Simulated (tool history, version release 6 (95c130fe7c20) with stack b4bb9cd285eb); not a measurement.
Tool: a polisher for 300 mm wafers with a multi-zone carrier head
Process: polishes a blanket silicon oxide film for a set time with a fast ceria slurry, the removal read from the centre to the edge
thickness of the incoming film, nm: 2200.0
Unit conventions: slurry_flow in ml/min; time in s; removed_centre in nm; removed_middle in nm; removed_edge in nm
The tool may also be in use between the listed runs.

{"run": 1, "day": 0.0, "slurry_flow": 240, "centre_zone": 1.0, "middle_zone": 1.0, "edge_zone": 1.0, "time": 35, "removed_centre": 644.28, "removed_middle": 663.28, "removed_edge": 660.22}
{"run": 2, "day": 0.204, "slurry_flow": 190, "centre_zone": 1.0, "middle_zone": 1.0, "edge_zone": 1.0, "time": 35, "removed_centre": 619.5, "removed_middle": 652.38, "removed_edge": 640.41}
{"run": 3, "day": 0.521, "slurry_flow": 185, "centre_zone": 0.98, "middle_zone": 0.99, "edge_zone": 0.99, "time": 34, "removed_centre": 594.53, "removed_middle": 618.26, "removed_edge": 616.57}
{"run": 4, "day": 0.892, "slurry_flow": 185, "centre_zone": 0.98, "middle_zone": 0.94, "edge_zone": 0.99, "time": 34, "removed_centre": 588.94, "removed_middle": 609.86, "removed_edge": 613.91}
{"run": 5, "day": 1.012, "slurry_flow": 180, "centre_zone": 0.96, "middle_zone": 0.94, "edge_zone": 0.99, "time": 33, "removed_centre": 556.39, "removed_middle": 560.37, "removed_edge": 608.33}
{"run": 6, "day": 1.229, "slurry_flow": 180, "centre_zone": 0.96, "middle_zone": 0.94, "edge_zone": 1.05, "time": 33, "removed_centre": 559.06, "removed_middle": 560.85, "removed_edge": 625.35}
{"run": 7, "day": 1.554, "slurry_flow": 175, "centre_zone": 0.94, "middle_zone": 0.95, "edge_zone": 1.03, "time": 32, "removed_centre": 523.61, "removed_middle": 544.16, "removed_edge": 584.78}

Predict the results of run 8:
{"run": 8, "day": 1.688, "slurry_flow": 155, "centre_zone": 0.84, "middle_zone": 0.93, "edge_zone": 0.94, "time": 26, "removed_centre": "?", "removed_middle": "?", "removed_edge": "?"}

Logged for run 8: removed_centre 373.60 nm, removed_middle 433.13 nm, removed_edge 456.67 nm.
